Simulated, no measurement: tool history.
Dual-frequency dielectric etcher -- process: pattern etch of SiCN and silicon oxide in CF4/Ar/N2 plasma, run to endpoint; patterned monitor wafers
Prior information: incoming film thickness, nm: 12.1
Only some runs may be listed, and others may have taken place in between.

run 1 hour=0.0 | source_power_(W)=310 bias_power_(W)=95 Ar_flow_(sccm)=120 CF4_flow_(sccm)=67 | endpoint_time_(s)=18.205
run 2 hour=6.7 | source_power_(W)=350 bias_power_(W)=95 Ar_flow_(sccm)=120 CF4_flow_(sccm)=67 | endpoint_time_(s)=16.247
run 3 hour=7.3 | source_power_(W)=330 bias_power_(W)=94 Ar_flow_(sccm)=120 CF4_flow_(sccm)=67 | endpoint_time_(s)=17.189
run 4 hour=9.3 | source_power_(W)=310 bias_power_(W)=93 Ar_flow_(sccm)=120 CF4_flow_(sccm)=67 | endpoint_time_(s)=18.264
run 5 hour=13.1 | source_power_(W)=310 bias_power_(W)=93 Ar_flow_(sccm)=108 CF4_flow_(sccm)=67 | endpoint_time_(s)=17.951
-- hour=20.0 Ar flow controller replaced
run 6 hour=20.0 | source_power_(W)=300 bias_power_(W)=92 Ar_flow_(sccm)=108 CF4_flow_(sccm)=67 | endpoint_time_(s)=18.585

What will run 7 give?
run 7 hour=21.1 | source_power_(W)=300 bias_power_(W)=92 Ar_flow_(sccm)=108 CF4_flow_(sccm)=67 | endpoint_time_(s)=?

{"run 7": {"endpoint time (s)": 18.573}}
